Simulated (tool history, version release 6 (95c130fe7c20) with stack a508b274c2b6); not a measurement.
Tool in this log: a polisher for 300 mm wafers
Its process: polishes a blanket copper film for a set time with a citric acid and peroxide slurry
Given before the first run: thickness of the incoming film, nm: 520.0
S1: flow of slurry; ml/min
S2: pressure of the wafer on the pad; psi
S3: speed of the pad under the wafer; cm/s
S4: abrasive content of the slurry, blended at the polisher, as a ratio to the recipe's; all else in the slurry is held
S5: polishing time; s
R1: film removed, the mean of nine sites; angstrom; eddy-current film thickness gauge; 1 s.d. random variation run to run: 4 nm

run  hour   S1   S2  S3    S4  S5      R1
  1     0  275  3.9  94     1  90  2100.9
  2   1.2  275  3.9  94   0.9  90  2141.1
  3   2.8  275  4.1  94   0.9  90    2166
  4  10.5  275  4.1  94  0.75  90  2100.4
  5  12.8  275  4.1  94  0.75  94  2211.9
  6  18.5  275  4.3  94  0.75  94  2327.2
  7  21.7  275  4.4  94  0.75  94  2362.5

Predict the results of run 8:
  8  25.3  275  4.5  94  0.75  94   ?

R1: 2427.6 angstrom
